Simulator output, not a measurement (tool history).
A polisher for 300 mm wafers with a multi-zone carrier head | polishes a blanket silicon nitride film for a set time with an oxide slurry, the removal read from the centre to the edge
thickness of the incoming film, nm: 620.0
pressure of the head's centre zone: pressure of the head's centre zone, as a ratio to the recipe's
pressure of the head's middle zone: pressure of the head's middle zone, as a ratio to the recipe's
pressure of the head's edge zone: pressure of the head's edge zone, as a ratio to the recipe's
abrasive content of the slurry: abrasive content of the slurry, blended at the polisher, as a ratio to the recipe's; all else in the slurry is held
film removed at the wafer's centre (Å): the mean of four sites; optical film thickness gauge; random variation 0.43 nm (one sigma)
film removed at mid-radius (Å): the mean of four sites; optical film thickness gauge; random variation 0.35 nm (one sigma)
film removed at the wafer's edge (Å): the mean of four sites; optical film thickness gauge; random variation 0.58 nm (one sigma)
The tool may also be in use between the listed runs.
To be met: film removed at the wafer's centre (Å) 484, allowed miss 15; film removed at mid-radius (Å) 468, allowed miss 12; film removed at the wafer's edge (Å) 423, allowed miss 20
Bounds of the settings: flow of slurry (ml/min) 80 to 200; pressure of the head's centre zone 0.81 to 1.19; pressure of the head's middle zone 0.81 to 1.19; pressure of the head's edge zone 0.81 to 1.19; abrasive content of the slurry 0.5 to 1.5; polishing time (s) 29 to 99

| run | hour | flow of slurry (ml/min) | pressure of the head's centre zone | pressure of the head's middle zone | pressure of the head's edge zone | abrasive content of the slurry | polishing time (s) | film removed at the wafer's centre (Å) | film removed at mid-radius (Å) | film removed at the wafer's edge (Å) |
|---|---|---|---|---|---|---|---|---|---|---|
| 1 | 0 | 130 | 1 | 1 | 1 | 1 | 64 | 332.53 | 345.53 | 330 |
| 2 | 5.5 | 130 | 1 | 1 | 0.96 | 1 | 64 | 327.29 | 336.94 | 323.92 |
| 3 | 10.5 | 135 | 1.01 | 1.01 | 0.98 | 1.05 | 64 | 343.53 | 354.42 | 328.49 |
| 4 | 18.9 | 135 | 1.02 | 1.01 | 1 | 1.1 | 64 | 350.71 | 356.52 | 351.7 |
| 5 | 22.9 | 140 | 1.04 | 1.03 | 1 | 1.1 | 64 | 363.08 | 370.58 | 346.23 |
| 6 | 30.3 | 140 | 1.04 | 1.03 | 1 | 0.95 | 64 | 346.88 | 349.39 | 322.92 |
| 7 | 37.4 | 175 | 1.14 | 1.13 | 1.1 | 1.2 | 64 | 427.12 | 426.56 | 383.97 |
| 8 | 42.2 | 185 | 1.17 | 1.14 | 1.12 | 1.3 | 64 | 458.71 | 444.3 | 399.07 |

4 next moves are on the table. One of them brings every result within its allowed miss. Which?
| A | 47 | 135 | 1.19 | 1.15 | 1.15 | 1.2 | 73 | ? | ? | ? |
| B | 47 | 180 | 1.08 | 1.13 | 1.14 | 1.2 | 70 | ? | ? | ? |
| C | 47 | 195 | 1.09 | 1.17 | 1.19 | 1.2 | 66 | ? | ? | ? |
| D | 47 | 200 | 1.14 | 1.19 | 1.09 | 1.2 | 71 | ? | ? | ? |

| move | film removed at the wafer's centre (Å) | film removed at mid-radius (Å) | film removed at the wafer's edge (Å) |
|---|---|---|---|
| A | 484.46 | 470.07 | 430.68 |
| B | 447.06 | 468.28 | 427.99 |
| C | 431.47 | 460.42 | 412.42 |
| D | 487.68 | 504.33 | 433.08 |
A: meets every target
B: brings the result that was furthest off to its target, and leaves another outside
C: brings the result that was furthest off to its target, and leaves another outside
D: takes the result that was furthest off past its target
Answer: A
